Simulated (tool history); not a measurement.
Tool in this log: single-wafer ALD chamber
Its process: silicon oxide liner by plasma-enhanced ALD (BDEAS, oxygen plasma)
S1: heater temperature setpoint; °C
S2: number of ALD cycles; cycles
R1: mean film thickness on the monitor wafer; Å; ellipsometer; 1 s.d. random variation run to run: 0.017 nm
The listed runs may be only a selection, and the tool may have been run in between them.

| run | hour | S1 | S2 | R1 |
|---|---|---|---|---|
| 1 | 0 | 310 | 60 | 50.537 |
| 2 | 1.8 | 310 | 59 | 49.887 |
| 3 | 6.2 | 316 | 59 | 49.363 |
| 4 | 12.9 | 307 | 59 | 50.08 |
| 5 | 17.5 | 307 | 58 | 49.224 |
| 6 | 19.7 | 307 | 67 | 56.876 |

Estimate the outcome of run 7 from the log above:
| 7 | 26.2 | 307 | 66 | ? |

R1: 56.208 Å
